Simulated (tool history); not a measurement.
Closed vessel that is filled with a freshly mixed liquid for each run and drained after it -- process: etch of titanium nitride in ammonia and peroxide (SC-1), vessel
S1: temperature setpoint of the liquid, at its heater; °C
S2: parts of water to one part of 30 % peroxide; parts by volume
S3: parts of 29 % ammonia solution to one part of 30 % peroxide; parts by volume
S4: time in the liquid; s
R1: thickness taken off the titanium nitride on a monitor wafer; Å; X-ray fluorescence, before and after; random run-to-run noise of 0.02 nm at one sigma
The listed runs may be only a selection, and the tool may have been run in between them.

run    day    S1  S2   S3  S4      R1
  1  0.000  52.0  14  0.7  75  59.381
  2  0.321  49.5  14  0.7  75  49.555
  3  0.383  47.5  14  0.7  75  42.791
  4  0.429  47.5  14  0.7  60  34.592
  5  0.575  46.5  14  0.7  60  32.364
  6  0.617  46.5  14  0.7  60  32.210

Run 7, settings as shown, results not yet in. Your forecast:
  7  0.717  45.5  14  0.7  60   ?

Run 7 produced R1 30.165 Å.
